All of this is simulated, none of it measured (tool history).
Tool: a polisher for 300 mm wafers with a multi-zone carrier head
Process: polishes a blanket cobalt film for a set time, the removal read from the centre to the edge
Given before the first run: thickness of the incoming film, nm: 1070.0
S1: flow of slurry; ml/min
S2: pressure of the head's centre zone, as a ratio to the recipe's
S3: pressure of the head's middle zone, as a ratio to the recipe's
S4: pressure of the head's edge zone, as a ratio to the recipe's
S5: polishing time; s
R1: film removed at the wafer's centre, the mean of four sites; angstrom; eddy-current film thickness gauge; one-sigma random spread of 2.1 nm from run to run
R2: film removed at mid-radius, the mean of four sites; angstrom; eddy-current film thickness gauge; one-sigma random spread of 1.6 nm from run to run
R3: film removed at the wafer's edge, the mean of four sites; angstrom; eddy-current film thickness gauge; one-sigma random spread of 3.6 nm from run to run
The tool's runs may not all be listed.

run  hour   S1    S2    S3    S4  S5      R1      R2      R3
  1   0.0  160  1.00  1.00  1.00  66  3143.6  3275.3  3390.7
  2   0.8  160  1.00  0.94  1.00  66  3217.8  3167.4  3320.3
  3   1.4  145  0.95  0.91  0.96  64  2887.1  2943.3  3214.0
  4   6.7  145  0.95  0.86  0.96  64  2904.2  2881.9  3123.4
  5  15.6  150  0.93  0.86  0.91  61  2755.9  2757.6  2937.9
  6  22.4  145  0.91  0.86  0.88  60  2606.6  2687.4  2830.9
  7  27.6  135  0.90  0.86  0.86  60  2490.7  2663.2  2834.4

The next listed run, before its measurement:
  8  34.8  140  0.90  0.86  0.84  59   ?   ?   ?

{"run 8": {"R1": 2519.4, "R2": 2653.7, "R3": 2725.0}}
